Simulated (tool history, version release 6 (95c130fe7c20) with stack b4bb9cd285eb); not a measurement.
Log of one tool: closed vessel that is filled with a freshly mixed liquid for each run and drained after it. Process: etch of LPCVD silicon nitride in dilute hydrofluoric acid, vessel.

run	day	temperature setpoint of the liquid (C)	parts of water to one part of 49 % hydrofluoric acid (parts by volume)	time in the liquid (s)	thickness taken off the LPCVD silicon nitride on a monitor wafer (angstrom)
1	0	22	120	2795	94.562
2	0.383	22	120	2795	93.519
3	0.717	25	120	2795	115.36
4	0.775	24	120	2795	108.95
5	0.892	24	120	2795	108.61
6	1.258	24	75	2795	171.25
7	1.542	23	80	2795	151.43
8	1.679	22	85	2795	133.49
9	1.908	21.5	90	2795	123.99
10	2.196	21	95	2795	111.44
11	2.517	20.5	100	2795	103.31
12	2.762	20.5	100	2795	101.77

Forecast run 13:
13	2.912	17	125	2795	?

thickness taken off the LPCVD silicon nitride on a monitor wafer (angstrom): 63.824
